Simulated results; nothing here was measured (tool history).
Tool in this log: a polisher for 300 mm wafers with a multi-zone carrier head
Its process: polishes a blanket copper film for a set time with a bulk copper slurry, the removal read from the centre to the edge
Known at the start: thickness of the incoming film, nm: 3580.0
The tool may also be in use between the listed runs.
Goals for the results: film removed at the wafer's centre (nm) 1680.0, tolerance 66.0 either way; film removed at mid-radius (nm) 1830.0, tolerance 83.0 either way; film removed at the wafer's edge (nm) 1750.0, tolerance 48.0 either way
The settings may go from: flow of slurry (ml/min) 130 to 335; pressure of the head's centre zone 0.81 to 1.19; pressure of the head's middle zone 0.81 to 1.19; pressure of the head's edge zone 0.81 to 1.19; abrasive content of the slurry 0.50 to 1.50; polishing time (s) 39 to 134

run	hour	flow of slurry (ml/min)	pressure of the head's centre zone	pressure of the head's middle zone	pressure of the head's edge zone	abrasive content of the slurry	polishing time (s)	film removed at the wafer's centre (nm)	film removed at mid-radius (nm)	film removed at the wafer's edge (nm)
1	0.0	215	1.00	1.00	1.00	1.00	86	1251.4	1223.9	1233.9
2	2.6	215	1.00	1.00	1.00	1.00	101	1465.0	1429.5	1442.9
3	7.8	260	1.00	1.00	1.00	1.00	101	1509.1	1473.3	1479.1
4	15.8	265	1.00	1.02	1.02	1.05	101	1522.0	1514.5	1487.7
5	20.6	265	0.99	1.03	1.03	1.10	102	1505.5	1517.3	1522.8
6	27.6	270	0.99	1.05	1.04	1.15	104	1580.6	1628.2	1575.4
7	28.2	270	0.99	1.06	1.05	1.20	105	1591.2	1635.1	1614.3
8	34.8	270	0.99	1.07	1.06	1.25	106	1620.5	1697.7	1646.7
9	40.1	270	0.99	1.08	1.07	1.30	106	1658.2	1709.0	1669.5
10	42.7	270	0.99	1.09	1.08	1.30	106	1624.8	1735.6	1654.1
11	44.7	270	0.99	1.09	1.09	1.35	106	1630.9	1737.7	1705.6
12	48.1	270	0.99	1.10	1.09	1.35	106	1685.6	1749.1	1701.8
13	51.7	270	0.99	1.11	1.10	1.35	106	1650.8	1765.7	1681.9
14	57.6	270	0.99	1.11	1.10	1.35	106	1646.3	1771.7	1700.5

Below are 4 possible settings for the next run. Only one of them brings all results inside the allowed miss of their targets. Which is it?
A	63.5	275	0.99	1.11	1.11	1.35	102	?	?	?
B	63.5	210	1.06	1.11	1.09	1.10	116	?	?	?
C	63.5	270	0.94	1.04	1.14	1.40	111	?	?	?
D	63.5	330	0.97	1.08	1.07	1.25	110	?	?	?

move	film removed at the wafer's centre (nm)	film removed at mid-radius (nm)	film removed at the wafer's edge (nm)
A	1581.9	1688.1	1646.8
B	1806.2	1805.1	1759.0
C	1638.8	1744.7	1826.1
D	1683.0	1788.2	1746.4
A: its largest miss is bigger than the last run's
B: gets the furthest-off result to its target, but another result is out of tolerance
C: moves the result that the last run missed by most past its target, out the other side
D: hits every target within its allowed miss
D meets every target.
